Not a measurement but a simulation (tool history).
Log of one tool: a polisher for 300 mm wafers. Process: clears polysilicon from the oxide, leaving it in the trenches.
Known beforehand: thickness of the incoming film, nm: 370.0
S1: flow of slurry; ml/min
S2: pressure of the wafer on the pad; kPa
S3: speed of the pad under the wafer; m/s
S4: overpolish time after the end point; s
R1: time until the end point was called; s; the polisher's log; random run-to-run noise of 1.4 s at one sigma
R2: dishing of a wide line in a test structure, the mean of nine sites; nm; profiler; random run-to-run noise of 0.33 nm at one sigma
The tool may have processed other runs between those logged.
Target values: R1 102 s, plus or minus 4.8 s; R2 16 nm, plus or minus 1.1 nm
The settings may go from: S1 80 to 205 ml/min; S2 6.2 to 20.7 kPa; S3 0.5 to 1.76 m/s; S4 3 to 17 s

| run | hour | S1 | S2 | S3 | S4 | R1 | R2 |
|---|---|---|---|---|---|---|---|
| 1 | 0 | 135 | 13.1 | 1.12 | 9 | 38.809 | 38.622 |
| 2 | 8.9 | 135 | 12.4 | 1.06 | 8 | 42.528 | 35.611 |
| 3 | 13.4 | 135 | 12.4 | 1.06 | 11 | 41.838 | 39.527 |
| 4 | 16.5 | 135 | 11.7 | 1 | 10 | 46.877 | 36.187 |
| 5 | 17.1 | 135 | 11.7 | 1.24 | 10 | 37.875 | 39.391 |
| 6 | 24.3 | 135 | 11.7 | 1.1 | 10 | 42.253 | 36.797 |
| 7 | 29.9 | 135 | 11 | 1.04 | 9 | 47.173 | 35.096 |
| 8 | 32 | 130 | 10.3 | 0.98 | 8 | 51.803 | 30.877 |
| 9 | 39.8 | 125 | 9.7 | 0.94 | 7 | 58.387 | 26.613 |
| 10 | 44.3 | 120 | 9 | 0.9 | 7 | 65.258 | 24.324 |
| 11 | 47 | 115 | 9 | 0.88 | 7 | 68.173 | 24.703 |
| 12 | 47.9 | 150 | 6.2 | 0.56 | 3 | 135.25 | 6.9662 |
| 13 | 55.6 | 150 | 6.2 | 0.56 | 3 | 134.87 | 6.8333 |

Exercise: of the 5 proposed moves below, exactly one satisfies all targets within the stated allowed misses. Which move is it?
| A | 63.3 | 130 | 6.2 | 0.5 | 10 | ? | ? |
| B | 63.3 | 120 | 9 | 0.56 | 6 | ? | ? |
| C | 63.3 | 120 | 6.9 | 0.7 | 7 | ? | ? |
| D | 63.3 | 115 | 10.3 | 0.5 | 7 | ? | ? |
| E | 63.3 | 150 | 9 | 0.66 | 3 | ? | ? |

| move | R1 | R2 |
|---|---|---|
| A | 149.93 | 17.765 |
| B | 101.76 | 16.109 |
| C | 101.7 | 18.205 |
| D | 101.06 | 18.294 |
| E | 84.502 | 10.494 |
A: pushes the last run's worst result past its target
B: meets every target
C: pushes the last run's worst result past its target
D: pushes the last run's worst result past its target
E: nearer than the last run, and not there yet
Correct choice: B, which meets every target
